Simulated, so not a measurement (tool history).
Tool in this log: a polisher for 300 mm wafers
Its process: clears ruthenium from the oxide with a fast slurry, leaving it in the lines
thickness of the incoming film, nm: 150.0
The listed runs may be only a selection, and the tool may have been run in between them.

run  hour  flow of slurry (ml/min)  pressure of the wafer on the pad (psi)  speed of the pad under the wafer (m/s)  abrasive content of the slurry  overpolish time after the end point (s)  time until the end point was called (s)  dishing of a wide line in a test structure (nm)
  1     0                      175                                     3.3                                    0.94                               1                                        9                                   34.333                                           37.255
  2   3.3                      175                                     3.6                                    0.98                               1                                        8                                   29.411                                           36.644
  3   9.3                      175                                     3.6                                    0.98                             1.2                                        8                                   27.067                                           37.406
  4  10.7                      175                                     3.6                                    0.98                             1.4                                        8                                   26.188                                           41.728
  5  13.3                      175                                     3.9                                       1                             1.4                                        7                                   23.676                                           40.664
  6  14.1                      175                                     3.9                                       1                             1.4                                        4                                   23.944                                           23.676
     16.3  -- slurry blender recalibrated
  7  16.3                      175                                     4.1                                    1.02                             1.4                                        4                                   19.797                                           27.613
  8    25                      175                                     4.2                                    1.02                             1.4                                        4                                    19.71                                            27.52
  9  30.2                      175                                     4.3                                    1.02                             1.4                                        4                                   19.129                                           28.334
 10    38                      175                                     4.4                                    1.02                             1.4                                        4                                   18.516                                           29.617
 11  40.4                      175                                     4.5                                    1.02                             1.4                                        4                                   17.946                                           30.503
 12  41.2                      175                                     4.6                                    1.02                             1.4                                        4                                   17.521                                           29.952

Forecast run 13:
 13  42.6                      175                                     4.7                                    1.02                             1.4                                        4                                        ?                                                ?

Run 13 came out at time until the end point was called (s) 17.613, dishing of a wide line in a test structure (nm) 31.493.

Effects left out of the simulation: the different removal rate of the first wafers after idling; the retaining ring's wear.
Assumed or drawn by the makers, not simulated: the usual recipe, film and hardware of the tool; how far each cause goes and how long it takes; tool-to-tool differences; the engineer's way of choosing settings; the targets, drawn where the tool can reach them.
